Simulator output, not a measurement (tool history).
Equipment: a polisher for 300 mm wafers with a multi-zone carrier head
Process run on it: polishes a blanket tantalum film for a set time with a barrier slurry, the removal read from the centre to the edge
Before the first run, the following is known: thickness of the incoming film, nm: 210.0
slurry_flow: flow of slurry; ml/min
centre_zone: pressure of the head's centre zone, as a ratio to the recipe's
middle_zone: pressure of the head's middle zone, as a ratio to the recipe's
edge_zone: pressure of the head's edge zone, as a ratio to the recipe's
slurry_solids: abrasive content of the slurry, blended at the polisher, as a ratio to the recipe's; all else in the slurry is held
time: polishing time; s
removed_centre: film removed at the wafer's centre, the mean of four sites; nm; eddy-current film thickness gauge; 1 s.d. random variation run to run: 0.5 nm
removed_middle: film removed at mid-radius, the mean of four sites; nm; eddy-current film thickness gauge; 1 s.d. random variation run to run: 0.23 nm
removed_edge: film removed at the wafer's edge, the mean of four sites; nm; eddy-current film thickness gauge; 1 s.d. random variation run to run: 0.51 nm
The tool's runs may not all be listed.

run,hour,slurry_flow,centre_zone,middle_zone,edge_zone,slurry_solids,time,removed_centre,removed_middle,removed_edge
1,0.0,255,1.00,1.00,1.00,1.00,44,61.122,61.028,60.212
2,5.8,250,0.98,0.97,0.97,0.90,41,53.550,54.439,54.690
3,8.8,245,0.98,0.95,0.95,0.80,38,48.182,48.007,47.500
4,13.6,245,0.98,0.95,0.95,0.80,27,34.065,33.670,35.714
5,16.4,245,0.98,0.95,0.95,0.80,23,29.771,28.793,29.568
6,18.2,245,0.94,0.95,0.95,0.80,23,28.792,28.774,28.897
7,25.2,250,0.98,0.99,0.98,0.80,23,29.104,30.304,29.817
8,26.7,300,1.08,1.02,1.08,1.05,23,34.641,33.782,33.271
9,28.8,300,1.07,1.01,1.10,1.10,23,35.971,33.497,33.473

Run 10, settings as shown, results not yet in. Your forecast:
10,30.0,295,1.03,1.01,1.12,1.15,23,?,?,?

Run 10 measured removed_centre 33.725 nm, removed_middle 33.883 nm, removed_edge 34.454 nm.
